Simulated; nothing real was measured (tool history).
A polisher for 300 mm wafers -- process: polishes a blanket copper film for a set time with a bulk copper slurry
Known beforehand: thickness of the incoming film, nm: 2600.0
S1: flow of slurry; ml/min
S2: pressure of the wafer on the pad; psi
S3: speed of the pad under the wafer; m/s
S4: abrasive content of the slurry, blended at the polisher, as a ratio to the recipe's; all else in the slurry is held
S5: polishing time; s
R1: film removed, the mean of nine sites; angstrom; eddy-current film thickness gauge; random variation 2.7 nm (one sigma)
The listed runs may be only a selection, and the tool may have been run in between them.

run 1 hour=0.0 | S1=135 S2=3.4 S3=0.88 S4=1.0 S5=40 | R1=3761.4
run 2 hour=6.4 | S1=135 S2=3.1 S3=0.86 S4=1.0 S5=40 | R1=3204.7
run 3 hour=15.3 | S1=120 S2=3.1 S3=0.86 S4=1.0 S5=40 | R1=3237.0
run 4 hour=20.4 | S1=120 S2=3.1 S3=0.86 S4=1.0 S5=42 | R1=3440.1
run 5 hour=27.9 | S1=120 S2=2.9 S3=0.86 S4=1.0 S5=42 | R1=3238.7
run 6 hour=35.5 | S1=120 S2=2.9 S3=0.76 S4=1.0 S5=42 | R1=2801.4
run 7 hour=36.0 | S1=120 S2=2.7 S3=0.76 S4=1.0 S5=42 | R1=2621.8

What will run 8 give?
run 8 hour=41.1 | S1=115 S2=1.7 S3=0.74 S4=1.0 S5=42 | R1=?

Run 8 measured R1 1605.9 angstrom.
